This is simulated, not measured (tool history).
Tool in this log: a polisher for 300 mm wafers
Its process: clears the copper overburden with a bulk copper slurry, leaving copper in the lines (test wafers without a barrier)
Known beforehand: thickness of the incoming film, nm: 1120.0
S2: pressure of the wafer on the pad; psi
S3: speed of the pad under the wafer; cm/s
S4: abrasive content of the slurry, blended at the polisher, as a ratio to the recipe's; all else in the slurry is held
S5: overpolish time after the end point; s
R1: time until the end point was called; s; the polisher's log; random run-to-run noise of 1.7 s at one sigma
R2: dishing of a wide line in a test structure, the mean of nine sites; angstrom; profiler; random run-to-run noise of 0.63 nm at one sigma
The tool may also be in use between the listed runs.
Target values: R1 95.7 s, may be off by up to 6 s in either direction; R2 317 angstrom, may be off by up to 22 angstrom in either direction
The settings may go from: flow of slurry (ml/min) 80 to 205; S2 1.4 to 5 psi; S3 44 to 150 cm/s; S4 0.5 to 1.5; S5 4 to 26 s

run 1 hour=0 | flow_of_slurry_(ml/min)=135 S2=3.2 S3=96 S4=1 S5=13 | R1=122.53 R2=481.43
run 2 hour=0.5 | flow_of_slurry_(ml/min)=135 S2=3 S3=104 S4=1 S5=11 | R1=115.26 R2=454.29
run 3 hour=9.4 | flow_of_slurry_(ml/min)=135 S2=3 S3=104 S4=1 S5=6 | R1=117.28 R2=316.37
run 4 hour=11.6 | flow_of_slurry_(ml/min)=135 S2=2.3 S3=104 S4=1 S5=6 | R1=149.95 R2=257.41
run 5 hour=20 | flow_of_slurry_(ml/min)=135 S2=2.5 S3=106 S4=1 S5=6 | R1=133.08 R2=280.61
run 6 hour=22.3 | flow_of_slurry_(ml/min)=135 S2=2.5 S3=128 S4=1 S5=6 | R1=115.53 R2=308.9
run 7 hour=25.5 | flow_of_slurry_(ml/min)=135 S2=2.6 S3=128 S4=1 S5=6 | R1=115.85 R2=327.64
run 8 hour=32.1 | flow_of_slurry_(ml/min)=145 S2=2.6 S3=128 S4=1.05 S5=6 | R1=108.37 R2=327.78
run 9 hour=38.8 | flow_of_slurry_(ml/min)=150 S2=2.6 S3=128 S4=1.05 S5=6 | R1=109.85 R2=333.53
run 10 hour=44.1 | flow_of_slurry_(ml/min)=115 S2=2.9 S3=136 S4=1.05 S5=4 | R1=100.52 R2=259.9
run 11 hour=52.3 | flow_of_slurry_(ml/min)=120 S2=2.9 S3=136 S4=1.05 S5=4 | R1=100.07 R2=257.62
-- hour=54.3 slurry blender recalibrated
run 12 hour=54.3 | flow_of_slurry_(ml/min)=125 S2=2.9 S3=136 S4=1.05 S5=4 | R1=91.815 R2=274.97
run 13 hour=58.9 | flow_of_slurry_(ml/min)=125 S2=2.8 S3=134 S4=1.05 S5=9 | R1=98.55 R2=443.88
run 14 hour=60 | flow_of_slurry_(ml/min)=125 S2=2.9 S3=132 S4=1.05 S5=8 | R1=95.24 R2=427.16
run 15 hour=62 | flow_of_slurry_(ml/min)=125 S2=2.9 S3=130 S4=1.05 S5=8 | R1=94.132 R2=429.27
run 16 hour=63.2 | flow_of_slurry_(ml/min)=125 S2=3 S3=128 S4=1.05 S5=8 | R1=96.691 R2=433.36
run 17 hour=71.4 | flow_of_slurry_(ml/min)=125 S2=3 S3=128 S4=1 S5=7 | R1=95.346 R2=391.7
run 18 hour=74.2 | flow_of_slurry_(ml/min)=125 S2=3 S3=128 S4=1.05 S5=7 | R1=95.599 R2=390.86
run 19 hour=78.5 | flow_of_slurry_(ml/min)=120 S2=3 S3=128 S4=1 S5=6 | R1=98.635 R2=363.43
run 20 hour=85.7 | flow_of_slurry_(ml/min)=120 S2=3 S3=128 S4=1.05 S5=6 | R1=96.006 R2=367.7

Which single option among these 4 for the next run brings every result within its allowed miss of target? Just one does.
run A hour=92.9 | flow_of_slurry_(ml/min)=85 S2=3.5 S3=122 S4=0.85 S5=5 | R1=? R2=?
run B hour=92.9 | flow_of_slurry_(ml/min)=105 S2=3 S3=118 S4=1 S5=7 | R1=? R2=?
run C hour=92.9 | flow_of_slurry_(ml/min)=95 S2=2.7 S3=138 S4=1.05 S5=11 | R1=? R2=?
run D hour=92.9 | flow_of_slurry_(ml/min)=125 S2=3.2 S3=128 S4=1.1 S5=8 | R1=? R2=?

move=A R1=96.147 R2=313.45
move=B R1=104.29 R2=369.72
move=C R1=100.06 R2=481.94
move=D R1=88.196 R2=444.33
A: each result inside its tolerance
B: neither nearer nor further off than the last run
C: moves away from the targets compared with the last run
D: moves away from the targets compared with the last run
Answer: A
